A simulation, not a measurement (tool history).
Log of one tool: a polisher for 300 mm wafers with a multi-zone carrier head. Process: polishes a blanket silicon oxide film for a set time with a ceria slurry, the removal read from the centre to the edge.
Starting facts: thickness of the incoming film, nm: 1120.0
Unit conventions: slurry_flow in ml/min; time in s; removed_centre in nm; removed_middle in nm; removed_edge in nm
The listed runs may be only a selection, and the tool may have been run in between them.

{"run": 1, "day": 0.0, "slurry_flow": 165, "centre_zone": 1.0, "middle_zone": 1.0, "edge_zone": 1.0, "time": 66, "removed_centre": 219.83, "removed_middle": 214.23, "removed_edge": 219.32}
{"run": 2, "day": 0.175, "slurry_flow": 165, "centre_zone": 1.0, "middle_zone": 1.01, "edge_zone": 0.98, "time": 62, "removed_centre": 202.32, "removed_middle": 201.4, "removed_edge": 203.46}
{"run": 3, "day": 0.292, "slurry_flow": 165, "centre_zone": 1.01, "middle_zone": 1.02, "edge_zone": 0.96, "time": 59, "removed_centre": 192.37, "removed_middle": 196.5, "removed_edge": 195.98}
{"run": 4, "day": 0.542, "slurry_flow": 170, "centre_zone": 1.04, "middle_zone": 1.03, "edge_zone": 0.94, "time": 55, "removed_centre": 190.27, "removed_middle": 186.77, "removed_edge": 178.52}
{"day": 0.808, "done": "slurry nozzle cleaned"}
{"run": 5, "day": 0.808, "slurry_flow": 170, "centre_zone": 1.04, "middle_zone": 1.03, "edge_zone": 0.92, "time": 53, "removed_centre": 194.25, "removed_middle": 190.43, "removed_edge": 176.83}
{"run": 6, "day": 1.129, "slurry_flow": 170, "centre_zone": 1.04, "middle_zone": 1.04, "edge_zone": 0.92, "time": 50, "removed_centre": 184.34, "removed_middle": 180.76, "removed_edge": 167.85}

Run 7 has not been measured yet. What should we expect?
{"run": 7, "day": 1.208, "slurry_flow": 165, "centre_zone": 1.04, "middle_zone": 1.04, "edge_zone": 0.91, "time": 48, "removed_centre": "?", "removed_middle": "?", "removed_edge": "?"}

removed_centre: 175.08 nm
removed_middle: 175.29 nm
removed_edge: 158.36 nm
